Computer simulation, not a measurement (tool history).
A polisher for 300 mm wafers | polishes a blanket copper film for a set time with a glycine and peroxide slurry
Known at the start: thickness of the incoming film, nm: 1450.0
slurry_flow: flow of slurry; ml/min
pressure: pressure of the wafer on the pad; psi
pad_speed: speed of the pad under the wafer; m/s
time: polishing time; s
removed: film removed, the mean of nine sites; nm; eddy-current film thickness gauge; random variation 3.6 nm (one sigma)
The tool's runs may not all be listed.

run,hour,slurry_flow,pressure,pad_speed,time,removed
1,0.0,240,1.9,1.08,86,408.33
2,5.9,240,1.7,1.08,86,374.30
3,8.9,240,1.6,1.08,86,362.50
4,9.9,260,1.6,1.08,86,360.20
5,15.8,260,2.0,1.08,86,427.98
6,23.1,260,2.0,1.08,90,446.90
7,28.1,260,1.8,1.06,90,407.84
# hour 30.3: slurry nozzle cleaned
8,30.3,260,1.6,1.06,90,399.49
9,32.5,260,1.0,0.78,89,233.37

Run 10 comes next. What will it give?
10,36.4,260,1.1,0.78,89,?

removed: 249.88 nm
